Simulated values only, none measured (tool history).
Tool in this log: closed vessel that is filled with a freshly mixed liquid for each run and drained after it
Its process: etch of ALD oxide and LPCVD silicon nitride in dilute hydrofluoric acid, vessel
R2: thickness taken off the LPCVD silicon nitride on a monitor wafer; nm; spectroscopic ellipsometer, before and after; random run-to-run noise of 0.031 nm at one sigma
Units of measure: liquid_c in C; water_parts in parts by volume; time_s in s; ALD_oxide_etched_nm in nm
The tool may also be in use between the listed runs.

run 1 hour=0.0 | liquid_c=22.0 water_parts=80 time_s=95 | ALD_oxide_etched_nm=34.467 R2=0.47522
run 2 hour=7.7 | liquid_c=19.0 water_parts=80 time_s=95 | ALD_oxide_etched_nm=30.525 R2=0.36227
run 3 hour=11.2 | liquid_c=20.0 water_parts=75 time_s=95 | ALD_oxide_etched_nm=34.068 R2=0.39866
run 4 hour=19.1 | liquid_c=17.0 water_parts=75 time_s=95 | ALD_oxide_etched_nm=30.027 R2=0.33954
run 5 hour=20.7 | liquid_c=18.5 water_parts=75 time_s=95 | ALD_oxide_etched_nm=31.863 R2=0.38877
run 6 hour=26.5 | liquid_c=20.0 water_parts=75 time_s=95 | ALD_oxide_etched_nm=34.010 R2=0.40730
run 7 hour=30.7 | liquid_c=21.0 water_parts=75 time_s=95 | ALD_oxide_etched_nm=35.351 R2=0.45391
run 8 hour=34.1 | liquid_c=22.0 water_parts=75 time_s=95 | ALD_oxide_etched_nm=36.935 R2=0.48922
run 9 hour=42.3 | liquid_c=22.5 water_parts=75 time_s=95 | ALD_oxide_etched_nm=37.743 R2=0.51021
run 10 hour=45.6 | liquid_c=23.0 water_parts=75 time_s=95 | ALD_oxide_etched_nm=38.647 R2=0.50540
run 11 hour=47.6 | liquid_c=23.5 water_parts=75 time_s=95 | ALD_oxide_etched_nm=39.249 R2=0.56111
run 12 hour=55.3 | liquid_c=24.0 water_parts=75 time_s=95 | ALD_oxide_etched_nm=40.436 R2=0.53300
run 13 hour=63.5 | liquid_c=24.5 water_parts=75 time_s=95 | ALD_oxide_etched_nm=41.097 R2=0.57002
run 14 hour=65.4 | liquid_c=25.0 water_parts=75 time_s=95 | ALD_oxide_etched_nm=41.826 R2=0.60456

For run 15, what comes out?
run 15 hour=74.6 | liquid_c=25.5 water_parts=75 time_s=95 | ALD_oxide_etched_nm=? R2=?

ALD_oxide_etched_nm: 42.672 nm
R2: 0.59102 nm
